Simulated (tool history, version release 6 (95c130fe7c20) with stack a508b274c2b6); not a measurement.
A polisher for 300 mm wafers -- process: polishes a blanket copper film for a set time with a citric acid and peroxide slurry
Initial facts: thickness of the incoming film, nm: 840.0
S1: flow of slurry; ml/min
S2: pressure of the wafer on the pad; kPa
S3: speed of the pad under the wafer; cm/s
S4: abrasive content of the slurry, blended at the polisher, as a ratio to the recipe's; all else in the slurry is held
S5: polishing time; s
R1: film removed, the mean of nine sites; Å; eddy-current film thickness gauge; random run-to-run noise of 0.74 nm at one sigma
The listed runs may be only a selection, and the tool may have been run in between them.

run	hour	S1	S2	S3	S4	S5	R1
1	0.0	130	18.6	88	1.0	79	1165.90
2	2.9	125	16.5	88	1.0	79	1048.50
3	4.5	125	15.2	88	1.0	79	1001.30
4	11.8	125	13.8	86	1.0	79	909.35
5	19.8	125	15.2	86	1.0	79	957.50
6	28.0	120	13.8	86	1.0	79	887.48
7	34.8	115	13.1	86	1.0	79	842.24

What does the tool deliver on the next run?
8	39.8	100	9.7	86	1.0	79	?

Logged for run 8: R1 657.37 Å.
